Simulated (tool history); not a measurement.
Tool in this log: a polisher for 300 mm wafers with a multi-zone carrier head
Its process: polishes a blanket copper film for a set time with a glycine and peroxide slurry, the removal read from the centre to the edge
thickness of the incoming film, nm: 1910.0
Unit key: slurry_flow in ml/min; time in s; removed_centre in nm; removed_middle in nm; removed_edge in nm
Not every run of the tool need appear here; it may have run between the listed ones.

run	hour	slurry_flow	centre_zone	middle_zone	edge_zone	time	removed_centre	removed_middle	removed_edge
1	0	125	1	1	1	75	248.83	250.24	240.61
2	2.6	125	1.09	1	1	75	269.21	251.45	244.88
3	4.7	125	1.17	1	1	75	294.74	253.19	250.48
4	11.2	135	1.16	1.02	1.04	77	301.18	266.22	260.69
5	15.3	140	1.15	1.03	1.07	80	310.89	281.57	271.39
6	18.3	165	1.15	1.03	1.07	80	319.7	290.25	279.97

Forecast run 7:
7	20.2	165	1.14	1.03	1.09	82	?	?	?

removed_centre: 325.02 nm
removed_middle: 297 nm
removed_edge: 296.02 nm

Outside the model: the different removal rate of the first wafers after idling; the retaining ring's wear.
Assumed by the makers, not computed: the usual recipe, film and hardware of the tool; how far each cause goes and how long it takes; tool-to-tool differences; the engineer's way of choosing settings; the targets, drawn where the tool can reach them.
